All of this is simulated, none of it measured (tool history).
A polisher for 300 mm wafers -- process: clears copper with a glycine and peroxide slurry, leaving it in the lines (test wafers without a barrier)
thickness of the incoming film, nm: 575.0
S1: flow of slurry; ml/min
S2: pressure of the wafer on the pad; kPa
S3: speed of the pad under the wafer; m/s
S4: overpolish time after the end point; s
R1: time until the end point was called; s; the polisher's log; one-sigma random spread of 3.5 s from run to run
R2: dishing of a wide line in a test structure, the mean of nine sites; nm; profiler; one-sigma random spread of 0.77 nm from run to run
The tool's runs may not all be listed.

run    day   S1    S2    S3  S4      R1      R2
  1      0  275  16.5  0.92  25  120.15  71.839
  2  0.258  275  17.9  0.92  25  114.32    75.7
  3  0.508  330  17.9  0.92  25  115.74   75.54
  4  0.554  330  15.2  0.88  26  131.32  69.097
  5  0.658  285  15.2  0.88  26  128.18  66.928
  6  0.896  290  13.1   0.8  29  157.11  66.631

Expected results for the next run?
  7  1.125  290  11.7  0.78  29   ?   ?

Run 7 came out at R1 174.26 s, R2 59.359 nm.
